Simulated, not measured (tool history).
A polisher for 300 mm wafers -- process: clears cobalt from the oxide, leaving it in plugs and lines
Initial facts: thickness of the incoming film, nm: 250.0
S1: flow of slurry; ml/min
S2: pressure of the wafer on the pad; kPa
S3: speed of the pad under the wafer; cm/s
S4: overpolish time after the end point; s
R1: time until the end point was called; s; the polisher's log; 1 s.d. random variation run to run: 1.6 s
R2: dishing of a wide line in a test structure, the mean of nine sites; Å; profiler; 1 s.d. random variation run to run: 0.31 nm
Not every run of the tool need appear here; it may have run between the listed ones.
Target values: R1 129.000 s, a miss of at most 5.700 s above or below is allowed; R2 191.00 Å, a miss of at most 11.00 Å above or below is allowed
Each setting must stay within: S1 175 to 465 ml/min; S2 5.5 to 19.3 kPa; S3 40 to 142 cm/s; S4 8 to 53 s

run	hour	S1	S2	S3	S4	R1	R2
1	0.0	295	12.4	90	27	69.059	261.09
2	1.0	295	12.4	68	27	87.585	247.04
3	5.0	265	12.4	68	27	87.324	241.49
4	7.8	240	11.7	62	21	99.580	225.38
5	14.9	240	9.7	62	21	118.730	208.50
6	22.8	240	9.7	62	12	119.510	154.74
7	30.8	235	9.7	60	14	122.090	161.18
8	37.2	235	9.7	60	16	124.030	181.27
9	44.9	230	9.7	60	17	122.390	187.44
10	53.4	225	9.7	60	17	123.420	183.02
11	54.3	225	9.7	60	18	121.350	187.29

Of the 4 settings listed for the next run, only one would bring every result within its allowed miss of target. Which one?
A	55.2	250	9.7	56	19	?	?
B	55.2	355	7.6	78	16	?	?
C	55.2	210	12.4	54	15	?	?
D	55.2	210	12.4	50	15	?	?

move	R1	R2
A	128.660	193.85
B	114.630	188.17
C	108.880	186.59
D	116.070	180.56
A: meets every target
B: lands further from the targets than the last run did
C: lands further from the targets than the last run did
D: lands further from the targets than the last run did
Answer: A

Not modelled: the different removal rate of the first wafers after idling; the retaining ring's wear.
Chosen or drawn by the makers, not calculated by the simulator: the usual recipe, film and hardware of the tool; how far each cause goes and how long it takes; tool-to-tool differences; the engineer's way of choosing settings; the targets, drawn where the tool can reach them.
